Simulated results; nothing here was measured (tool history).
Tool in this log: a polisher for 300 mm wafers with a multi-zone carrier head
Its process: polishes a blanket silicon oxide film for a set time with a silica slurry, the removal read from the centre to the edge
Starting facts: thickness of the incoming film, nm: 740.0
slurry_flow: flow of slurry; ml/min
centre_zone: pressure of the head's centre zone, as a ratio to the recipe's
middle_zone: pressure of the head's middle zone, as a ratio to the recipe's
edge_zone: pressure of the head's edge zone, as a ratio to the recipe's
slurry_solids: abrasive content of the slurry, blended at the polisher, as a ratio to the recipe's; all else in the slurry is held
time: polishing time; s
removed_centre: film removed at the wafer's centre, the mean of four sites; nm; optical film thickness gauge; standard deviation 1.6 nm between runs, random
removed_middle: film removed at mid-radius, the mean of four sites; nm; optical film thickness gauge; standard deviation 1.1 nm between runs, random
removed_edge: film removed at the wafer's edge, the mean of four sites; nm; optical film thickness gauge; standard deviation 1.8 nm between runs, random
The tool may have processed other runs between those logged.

run,hour,slurry_flow,centre_zone,middle_zone,edge_zone,slurry_solids,time,removed_centre,removed_middle,removed_edge
1,0,215,1,1,1,1,31,128.7,120.1,124.14
2,6.8,255,1,1,1,1,31,129.49,125.54,128.5
3,13,255,0.95,1,1,1,31,123.49,123.92,127.76
4,20.6,230,0.95,1,1,1,31,122.49,122.85,126.38
5,23.3,240,0.96,0.99,1.03,1.1,31,128.04,126.4,132.74
6,24.5,240,0.96,0.99,1.07,1.1,31,127.38,126.95,136.4

What will run 7 give?
7,28.6,250,0.98,0.98,1.09,1.15,31,?,?,?

{"run 7": {"removed_centre": 133.41, "removed_middle": 127.32, "removed_edge": 140.4}}
